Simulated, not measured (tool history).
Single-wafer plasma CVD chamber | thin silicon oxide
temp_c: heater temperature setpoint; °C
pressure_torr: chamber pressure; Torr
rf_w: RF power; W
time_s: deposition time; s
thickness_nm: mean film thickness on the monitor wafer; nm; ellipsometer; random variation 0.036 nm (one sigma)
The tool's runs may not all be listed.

run  hour  temp_c  pressure_torr  rf_w  time_s  thickness_nm
  1     0     405          0.952   250    5.05         9.619
  2   3.2     395          0.952   250    5.05        9.6326
  3   7.5     395          0.952   250    4.82        9.2439
  4  13.7     395          0.952   260    4.82        9.4301
  5  20.8     395          0.952   260    5.05        9.9246
  6  29.2     385          0.952   260    5.05         9.994
  7    31     385          0.902   260    5.05        9.5483

Forecast run 8:
  8  33.7     385          0.712   255    5.04             ?

Run 8 gave thickness_nm 7.6221 nm.
